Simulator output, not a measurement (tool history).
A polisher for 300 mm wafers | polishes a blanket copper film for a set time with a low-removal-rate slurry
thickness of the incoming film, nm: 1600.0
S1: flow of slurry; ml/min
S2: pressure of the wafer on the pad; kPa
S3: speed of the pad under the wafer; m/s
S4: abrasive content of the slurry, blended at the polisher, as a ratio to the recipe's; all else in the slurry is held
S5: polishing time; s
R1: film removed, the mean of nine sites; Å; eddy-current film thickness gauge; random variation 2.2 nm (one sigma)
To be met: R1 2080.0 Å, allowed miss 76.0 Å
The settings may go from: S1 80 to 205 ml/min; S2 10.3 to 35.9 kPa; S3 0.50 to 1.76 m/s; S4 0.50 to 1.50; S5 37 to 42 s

run    day   S1    S2    S3    S4  S5      R1
  1  0.000  135  22.8  1.12  1.00  42  1419.3
  2  0.050  135  22.8  1.12  1.20  42  1473.2
  3  0.112  135  24.8  1.12  1.20  42  1590.7
  4  0.279  135  24.8  1.22  1.20  42  1733.6
  5  0.496  135  25.5  1.22  1.20  42  1721.2
  6  0.758  155  25.5  1.22  1.20  42  1833.4
  7  0.858  190  26.9  1.22  1.20  42  1952.9
  8  1.042  190  27.6  1.22  1.20  42  1958.7

Which of these 5 next moves meets every target?
  A  1.225  185  24.8  1.30  1.15  40   ?
  B  1.225  205  27.6  1.22  1.30  39   ?
  C  1.225  180  29.0  1.24  1.15  37   ?
  D  1.225  200  31.0  1.14  1.50  37   ?
  E  1.225  205  29.0  1.26  1.35  39   ?

move      R1
   A  1820.6
   B  1904.6
   C  1807.0
   D  1930.5
   E  2061.9
A: further off than the last run
B: further off than the last run
C: further off than the last run
D: further off than the last run
E: meets every target
Answer: E
